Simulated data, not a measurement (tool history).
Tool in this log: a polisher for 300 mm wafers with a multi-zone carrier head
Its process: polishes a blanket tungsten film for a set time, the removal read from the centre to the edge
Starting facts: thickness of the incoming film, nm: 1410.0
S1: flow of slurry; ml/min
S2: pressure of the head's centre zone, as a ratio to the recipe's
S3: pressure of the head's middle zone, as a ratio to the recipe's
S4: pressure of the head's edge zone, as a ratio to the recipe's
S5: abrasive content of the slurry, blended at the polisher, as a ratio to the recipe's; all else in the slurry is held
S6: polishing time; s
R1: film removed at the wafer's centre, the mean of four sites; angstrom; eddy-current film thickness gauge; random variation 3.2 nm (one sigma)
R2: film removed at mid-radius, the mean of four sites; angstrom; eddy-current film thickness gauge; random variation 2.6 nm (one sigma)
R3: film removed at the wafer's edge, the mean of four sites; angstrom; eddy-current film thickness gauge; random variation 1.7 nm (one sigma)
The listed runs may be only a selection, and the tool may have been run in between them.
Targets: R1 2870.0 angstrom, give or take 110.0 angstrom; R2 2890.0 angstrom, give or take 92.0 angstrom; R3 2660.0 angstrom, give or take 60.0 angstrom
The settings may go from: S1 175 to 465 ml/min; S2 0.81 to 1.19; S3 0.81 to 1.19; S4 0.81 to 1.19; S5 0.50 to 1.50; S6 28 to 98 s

Run 1, hour 0.0: S1 295 ml/min, S2 1.00, S3 1.00, S4 1.00, S5 1.00, S6 63 s. Result: R1 3821.6 angstrom, R2 3741.6 angstrom, R3 3661.5 angstrom.
Run 2, hour 2.9: S1 295 ml/min, S2 0.99, S3 1.00, S4 0.96, S5 0.85, S6 61 s. Result: R1 3515.8 angstrom, R2 3506.8 angstrom, R3 3332.0 angstrom.
Run 3, hour 6.4: S1 290 ml/min, S2 0.98, S3 0.99, S4 0.93, S5 0.75, S6 60 s. Result: R1 3289.4 angstrom, R2 3300.6 angstrom, R3 3183.6 angstrom.
Run 4, hour 10.3: S1 290 ml/min, S2 0.99, S3 0.99, S4 0.90, S5 0.70, S6 59 s. Result: R1 3240.9 angstrom, R2 3229.8 angstrom, R3 3031.9 angstrom.
Run 5, hour 11.0: S1 290 ml/min, S2 0.99, S3 0.99, S4 0.98, S5 0.70, S6 59 s. Result: R1 3218.4 angstrom, R2 3261.3 angstrom, R3 3119.2 angstrom.
Run 6, hour 16.7: S1 285 ml/min, S2 0.99, S3 0.99, S4 0.95, S5 0.65, S6 58 s. Result: R1 3129.5 angstrom, R2 3097.3 angstrom, R3 2962.5 angstrom.
Run 7, hour 24.7: S1 275 ml/min, S2 0.99, S3 0.99, S4 0.93, S5 0.60, S6 58 s. Result: R1 3054.8 angstrom, R2 3035.5 angstrom, R3 2901.2 angstrom.
Run 8, hour 26.4: S1 265 ml/min, S2 0.99, S3 1.00, S4 0.91, S5 0.55, S6 58 s. Result: R1 3004.8 angstrom, R2 3012.0 angstrom, R3 2751.6 angstrom.
Run 9, hour 32.2: S1 255 ml/min, S2 0.98, S3 1.00, S4 0.91, S5 0.55, S6 58 s. Result: R1 2989.9 angstrom, R2 2959.2 angstrom, R3 2765.5 angstrom.
Run 10, hour 33.4: S1 245 ml/min, S2 0.97, S3 1.01, S4 0.90, S5 0.55, S6 58 s. Result: R1 2961.7 angstrom, R2 2986.7 angstrom, R3 2738.6 angstrom.
At hour 40.0: edge zone pressure recalibrated.
Run 11, hour 40.0: S1 235 ml/min, S2 0.96, S3 1.01, S4 0.90, S5 0.55, S6 58 s. Result: R1 2839.5 angstrom, R2 3015.7 angstrom, R3 2864.9 angstrom.
Run 12, hour 44.2: S1 240 ml/min, S2 0.97, S3 1.01, S4 0.89, S5 0.55, S6 58 s. Result: R1 2859.1 angstrom, R2 3003.9 angstrom, R3 2881.7 angstrom.
Run 13, hour 46.4: S1 255 ml/min, S2 0.97, S3 1.01, S4 0.89, S5 0.55, S6 58 s. Result: R1 2964.6 angstrom, R2 2999.3 angstrom, R3 2896.5 angstrom.
Run 14, hour 53.7: S1 240 ml/min, S2 0.98, S3 1.00, S4 0.89, S5 0.55, S6 58 s. Result: R1 2928.5 angstrom, R2 2927.3 angstrom, R3 2850.1 angstrom.
Run 15, hour 56.4: S1 250 ml/min, S2 0.98, S3 1.00, S4 0.89, S5 0.55, S6 57 s. Result: R1 2924.3 angstrom, R2 2941.8 angstrom, R3 2821.5 angstrom.
Run 16, hour 57.1: S1 255 ml/min, S2 0.98, S3 1.01, S4 0.89, S5 0.55, S6 56 s. Result: R1 2865.0 angstrom, R2 2900.0 angstrom, R3 2770.4 angstrom.
Run 17, hour 59.8: S1 255 ml/min, S2 0.98, S3 1.01, S4 0.89, S5 0.55, S6 56 s. Result: R1 2844.1 angstrom, R2 2922.3 angstrom, R3 2753.4 angstrom.

Which one of the following 5 next-run settings gets every result inside its allowed miss? There is exactly one.
Run A, hour 62.5: S1 405 ml/min, S2 1.03, S3 1.03, S4 0.95, S5 0.50, S6 54 s. Result: R1 ?, R2 ?, R3 ?.
Run B, hour 62.5: S1 265 ml/min, S2 1.03, S3 1.05, S4 0.98, S5 0.50, S6 55 s. Result: R1 ?, R2 ?, R3 ?.
Run C, hour 62.5: S1 205 ml/min, S2 1.08, S3 0.97, S4 0.94, S5 0.60, S6 57 s. Result: R1 ?, R2 ?, R3 ?.
Run D, hour 62.5: S1 215 ml/min, S2 1.00, S3 0.96, S4 0.85, S5 0.65, S6 57 s. Result: R1 ?, R2 ?, R3 ?.
Run E, hour 62.5: S1 240 ml/min, S2 1.05, S3 1.07, S4 0.93, S5 0.50, S6 54 s. Result: R1 ?, R2 ?, R3 ?.

move      R1      R2      R3
   A  2946.7  2898.8  2780.2
   B  2868.6  2880.1  2784.3
   C  3117.8  2803.5  2872.1
   D  2964.5  2854.9  2810.5
   E  2831.0  2836.5  2640.4
A: misses by more than the last run did
B: misses by more than the last run did
C: misses by more than the last run did
D: misses by more than the last run did
E: in spec on every target
The right move is E.
